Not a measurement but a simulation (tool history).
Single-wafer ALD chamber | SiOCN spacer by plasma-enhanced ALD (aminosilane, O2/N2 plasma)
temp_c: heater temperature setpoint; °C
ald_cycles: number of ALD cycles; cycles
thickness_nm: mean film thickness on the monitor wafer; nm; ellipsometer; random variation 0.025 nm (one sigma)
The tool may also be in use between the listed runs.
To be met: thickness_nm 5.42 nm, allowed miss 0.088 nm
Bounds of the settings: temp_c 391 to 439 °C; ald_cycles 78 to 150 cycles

run 1 day=0 | temp_c=415 ald_cycles=114 | thickness_nm=6.3018
run 2 day=0.096 | temp_c=415 ald_cycles=129 | thickness_nm=7.1279
run 3 day=0.312 | temp_c=420 ald_cycles=121 | thickness_nm=6.6021
run 4 day=0.546 | temp_c=423 ald_cycles=115 | thickness_nm=6.2334
run 5 day=0.817 | temp_c=423 ald_cycles=127 | thickness_nm=6.9123
run 6 day=0.942 | temp_c=418 ald_cycles=127 | thickness_nm=6.9907
run 7 day=1.108 | temp_c=421 ald_cycles=119 | thickness_nm=6.523
run 8 day=1.283 | temp_c=422 ald_cycles=112 | thickness_nm=6.0592
run 9 day=1.367 | temp_c=424 ald_cycles=109 | thickness_nm=5.8597
run 10 day=1.725 | temp_c=426 ald_cycles=107 | thickness_nm=5.7552
run 11 day=2.083 | temp_c=428 ald_cycles=105 | thickness_nm=5.6102
run 12 day=2.271 | temp_c=430 ald_cycles=104 | thickness_nm=5.5242

Which of these 5 next moves meets every target?
run A day=2.458 | temp_c=432 ald_cycles=108 | thickness_nm=?
run B day=2.458 | temp_c=438 ald_cycles=108 | thickness_nm=?
run C day=2.458 | temp_c=436 ald_cycles=104 | thickness_nm=?
run D day=2.458 | temp_c=439 ald_cycles=109 | thickness_nm=?
run E day=2.458 | temp_c=430 ald_cycles=99 | thickness_nm=?

move=A thickness_nm=5.7348
move=B thickness_nm=5.635
move=C thickness_nm=5.4584
move=D thickness_nm=5.6704
move=E thickness_nm=5.2874
A: further off than the last run
B: further off than the last run
C: meets every target
D: further off than the last run
E: takes the result that was furthest off past its target
Move C is the one to make.
